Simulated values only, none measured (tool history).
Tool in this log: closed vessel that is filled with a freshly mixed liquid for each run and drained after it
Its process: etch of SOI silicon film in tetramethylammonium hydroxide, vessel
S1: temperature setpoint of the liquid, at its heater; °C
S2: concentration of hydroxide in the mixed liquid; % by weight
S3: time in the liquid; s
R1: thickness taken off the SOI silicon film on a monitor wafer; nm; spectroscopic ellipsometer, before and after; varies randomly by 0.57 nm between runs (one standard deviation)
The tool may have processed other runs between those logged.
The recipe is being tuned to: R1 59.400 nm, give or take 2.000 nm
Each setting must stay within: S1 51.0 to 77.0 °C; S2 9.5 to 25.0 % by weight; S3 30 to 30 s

run  hour    S1    S2  S3       R1
  1   0.0  64.0  17.5  30  130.140
  2   8.8  62.0  17.5  30  112.360
  3  15.9  60.5  17.5  30  103.920
  4  20.1  60.5  16.0  30  107.730
  5  22.3  59.0  16.0  30   96.927
  6  24.2  58.0  16.0  30   90.562
  7  31.2  57.0  16.0  30   84.774
  8  34.8  56.0  16.0  30   80.590
     39.4  -- hydroxide flow meter replaced
  9  39.4  51.0  17.0  30   54.741
 10  47.5  51.5  17.0  30   56.634

Of the 4 settings listed for the next run, only one would bring every result within its allowed miss of target. Which one?
  A  55.6  51.0  15.5  30   ?
  B  55.6  53.0  19.5  30   ?
  C  55.6  51.5  20.5  30   ?
  D  55.6  54.0  18.0  30   ?

move      R1
   A  56.213
   B  58.666
   C  51.919
   D  64.808
A: misses by more than the last run did
B: in spec on every target
C: misses by more than the last run did
D: takes the biggest miss from the last run beyond its target
The move that meets every target is B.
